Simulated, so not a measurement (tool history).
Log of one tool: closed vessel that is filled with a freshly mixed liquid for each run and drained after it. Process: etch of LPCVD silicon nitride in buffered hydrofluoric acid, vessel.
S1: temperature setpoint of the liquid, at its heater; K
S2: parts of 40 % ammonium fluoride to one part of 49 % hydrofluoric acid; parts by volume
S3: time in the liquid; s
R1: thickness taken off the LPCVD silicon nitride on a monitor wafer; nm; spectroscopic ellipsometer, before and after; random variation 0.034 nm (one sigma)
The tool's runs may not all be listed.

{"run": 1, "day": 0.0, "S1": 295.15, "S2": 18.0, "S3": 1030, "R1": 8.8569}
{"run": 2, "day": 0.238, "S1": 295.15, "S2": 20.5, "S3": 1030, "R1": 7.7473}
{"run": 3, "day": 0.496, "S1": 298.15, "S2": 20.5, "S3": 1030, "R1": 9.0397}
{"run": 4, "day": 0.683, "S1": 298.15, "S2": 18.0, "S3": 1030, "R1": 10.283}
{"run": 5, "day": 0.775, "S1": 297.15, "S2": 18.5, "S3": 1030, "R1": 9.5269}
{"run": 6, "day": 1.017, "S1": 296.15, "S2": 19.0, "S3": 1030, "R1": 8.8183}

Forecast run 7:
{"run": 7, "day": 1.083, "S1": 295.15, "S2": 19.5, "S3": 1030, "R1": "?"}

Run 7 gave R1 8.1839 nm.

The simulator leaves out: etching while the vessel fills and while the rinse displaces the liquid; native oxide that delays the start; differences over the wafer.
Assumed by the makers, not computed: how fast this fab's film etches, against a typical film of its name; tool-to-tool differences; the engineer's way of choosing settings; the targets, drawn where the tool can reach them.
